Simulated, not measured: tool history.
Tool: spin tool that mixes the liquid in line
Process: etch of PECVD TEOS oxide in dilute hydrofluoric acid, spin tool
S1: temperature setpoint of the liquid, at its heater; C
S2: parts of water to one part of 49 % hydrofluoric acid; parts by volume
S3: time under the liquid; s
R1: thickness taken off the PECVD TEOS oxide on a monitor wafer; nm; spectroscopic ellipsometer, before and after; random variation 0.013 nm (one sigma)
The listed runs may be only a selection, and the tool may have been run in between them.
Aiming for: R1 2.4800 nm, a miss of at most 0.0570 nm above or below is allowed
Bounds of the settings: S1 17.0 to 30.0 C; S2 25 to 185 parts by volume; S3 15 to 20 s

| run | hour | S1 | S2 | S3 | R1 |
|---|---|---|---|---|---|
| 1 | 0.0 | 22.0 | 105 | 20 | 1.4189 |
| 2 | 3.3 | 22.0 | 70 | 20 | 2.2069 |
| 3 | 6.7 | 19.0 | 70 | 20 | 1.9746 |
| 4 | 10.5 | 19.0 | 70 | 20 | 1.9367 |
| 5 | 16.3 | 20.5 | 70 | 20 | 2.0948 |
| 6 | 24.3 | 20.5 | 105 | 20 | 1.3332 |
| 7 | 25.5 | 23.0 | 100 | 20 | 1.5496 |
| 8 | 30.3 | 24.5 | 95 | 20 | 1.7423 |

Next run, 4 choices. One meets every target within its allowed miss, the rest don't. Which?
| A | 35.1 | 26.5 | 75 | 20 | ? |
| B | 35.1 | 26.0 | 60 | 20 | ? |
| C | 35.1 | 19.5 | 65 | 20 | ? |
| D | 35.1 | 25.0 | 65 | 20 | ? |

| move | R1 |
|---|---|
| A | 2.4616 |
| B | 3.0788 |
| C | 2.1609 |
| D | 2.7114 |
A: meets every target
B: takes the biggest miss from the last run beyond its target
C: closer than the last run, but not yet in spec
D: takes the biggest miss from the last run beyond its target
So the answer is move A, the one that meets all the targets.
